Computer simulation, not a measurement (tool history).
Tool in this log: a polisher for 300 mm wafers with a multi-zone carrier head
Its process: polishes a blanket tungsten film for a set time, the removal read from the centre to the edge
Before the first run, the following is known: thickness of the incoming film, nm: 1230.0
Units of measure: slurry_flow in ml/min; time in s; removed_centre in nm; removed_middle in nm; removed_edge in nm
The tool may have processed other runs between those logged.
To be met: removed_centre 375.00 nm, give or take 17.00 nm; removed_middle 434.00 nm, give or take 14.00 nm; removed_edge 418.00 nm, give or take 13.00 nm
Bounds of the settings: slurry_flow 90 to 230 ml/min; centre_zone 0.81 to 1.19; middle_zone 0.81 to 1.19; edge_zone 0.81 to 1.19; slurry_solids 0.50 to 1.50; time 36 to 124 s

run	hour	slurry_flow	centre_zone	middle_zone	edge_zone	slurry_solids	time	removed_centre	removed_middle	removed_edge
1	0.0	150	1.00	1.00	1.00	1.00	79	338.21	345.41	344.87
2	6.3	150	1.00	0.94	1.00	1.00	79	331.90	323.34	337.73
3	12.8	150	1.00	0.94	0.96	1.00	79	333.59	325.83	332.44
4	18.2	165	0.99	1.01	1.02	1.10	79	348.30	356.91	354.78
5	22.0	165	0.99	1.01	1.02	0.90	79	340.49	341.01	344.16
6	23.4	165	1.03	1.01	1.02	0.90	79	345.80	337.73	339.49
7	24.1	170	1.00	1.06	1.07	1.00	80	354.05	360.49	367.55
8	31.5	175	0.98	1.10	1.09	1.10	81	357.44	389.84	378.36
9	38.2	180	0.97	1.12	1.12	1.15	81	360.85	404.63	390.65

Pick the move, out of 5, that brings all results within their allowed miss; only one does.
A	44.9	155	1.03	1.16	1.17	1.05	77	?	?	?
B	44.9	180	0.93	1.10	1.08	1.25	86	?	?	?
C	44.9	160	0.98	1.06	1.19	1.20	83	?	?	?
D	44.9	175	1.04	1.13	1.10	1.20	86	?	?	?
E	44.9	190	0.97	1.10	1.18	1.20	82	?	?	?

move	removed_centre	removed_middle	removed_edge
A	346.61	374.30	362.05
B	377.48	434.02	414.09
C	369.34	393.97	408.58
D	415.81	435.16	412.11
E	376.58	414.27	412.50
A: further off than the last run
B: in spec on every target
C: brings the last run's worst result on target, with another outside its allowed miss
D: brings the last run's worst result on target, with another outside its allowed miss
E: brings the last run's worst result on target, with another outside its allowed miss
The move that meets every target is B.

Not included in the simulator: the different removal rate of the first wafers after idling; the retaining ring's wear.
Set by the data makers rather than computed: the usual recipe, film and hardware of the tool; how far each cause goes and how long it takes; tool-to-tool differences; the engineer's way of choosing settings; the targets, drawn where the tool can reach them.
